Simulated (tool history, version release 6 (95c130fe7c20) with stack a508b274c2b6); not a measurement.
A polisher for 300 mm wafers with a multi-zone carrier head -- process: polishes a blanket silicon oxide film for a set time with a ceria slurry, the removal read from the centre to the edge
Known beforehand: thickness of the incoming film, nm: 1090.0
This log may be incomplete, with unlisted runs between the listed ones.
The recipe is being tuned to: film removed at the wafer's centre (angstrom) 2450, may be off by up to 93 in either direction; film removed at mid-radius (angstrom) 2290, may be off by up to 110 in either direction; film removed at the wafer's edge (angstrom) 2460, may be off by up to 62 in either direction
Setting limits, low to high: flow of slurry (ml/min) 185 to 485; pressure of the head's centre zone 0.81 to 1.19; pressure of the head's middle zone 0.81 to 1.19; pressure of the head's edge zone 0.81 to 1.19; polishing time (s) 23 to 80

| run | hour | flow of slurry (ml/min) | pressure of the head's centre zone | pressure of the head's middle zone | pressure of the head's edge zone | polishing time (s) | film removed at the wafer's centre (angstrom) | film removed at mid-radius (angstrom) | film removed at the wafer's edge (angstrom) |
|---|---|---|---|---|---|---|---|---|---|
| 1 | 0 | 310 | 1 | 1 | 1 | 51 | 2837.5 | 2909.6 | 2874.6 |
| 2 | 3.4 | 310 | 1 | 1 | 1 | 61 | 3404.8 | 3378.3 | 3470.8 |
| 3 | 8.8 | 280 | 1 | 1 | 1 | 61 | 3373 | 3258.6 | 3440.3 |
| 4 | 11.7 | 210 | 1 | 1 | 1 | 61 | 3307.4 | 3266.7 | 3364.4 |
| 5 | 15.5 | 210 | 1 | 1 | 0.94 | 61 | 3314.2 | 3233.7 | 3292.2 |
| 6 | 17.5 | 210 | 1 | 1 | 0.86 | 61 | 3330.8 | 3325.1 | 3141.6 |
| 7 | 22.2 | 200 | 0.98 | 0.95 | 0.86 | 57 | 2980.1 | 2899.1 | 2943.3 |
| 8 | 30.9 | 200 | 0.98 | 0.93 | 0.86 | 54 | 2864.6 | 2738.6 | 2768.4 |
| 9 | 34.8 | 195 | 0.97 | 0.91 | 0.86 | 52 | 2692.9 | 2656.6 | 2717.6 |
| 10 | 39.1 | 190 | 0.98 | 0.88 | 0.86 | 50 | 2692 | 2430.1 | 2572.3 |
| 11 | 42.3 | 190 | 0.97 | 0.87 | 0.86 | 49 | 2575.4 | 2386.7 | 2491.1 |

Next run, 5 choices. One meets every target within its allowed miss, the rest don't. Which?
| A | 45.5 | 185 | 0.96 | 0.87 | 0.9 | 47 | ? | ? | ? |
| B | 45.5 | 190 | 1.03 | 0.87 | 0.88 | 48 | ? | ? | ? |
| C | 45.5 | 185 | 1.1 | 0.81 | 0.81 | 48 | ? | ? | ? |
| D | 45.5 | 210 | 1.07 | 0.81 | 0.89 | 49 | ? | ? | ? |
| E | 45.5 | 210 | 0.93 | 0.92 | 0.82 | 50 | ? | ? | ? |

| move | film removed at the wafer's centre (angstrom) | film removed at mid-radius (angstrom) | film removed at the wafer's edge (angstrom) |
|---|---|---|---|
| A | 2431.2 | 2289.8 | 2433.7 |
| B | 2667.9 | 2342.5 | 2463.9 |
| C | 2839.9 | 2230.5 | 2372.6 |
| D | 2850.9 | 2298.9 | 2544.2 |
| E | 2534 | 2553.4 | 2499.6 |
A: each result inside its tolerance
B: lands further from the targets than the last run did
C: lands further from the targets than the last run did
D: lands further from the targets than the last run did
E: puts the biggest miss on target and leaves a different result outside tolerance
A meets every target.

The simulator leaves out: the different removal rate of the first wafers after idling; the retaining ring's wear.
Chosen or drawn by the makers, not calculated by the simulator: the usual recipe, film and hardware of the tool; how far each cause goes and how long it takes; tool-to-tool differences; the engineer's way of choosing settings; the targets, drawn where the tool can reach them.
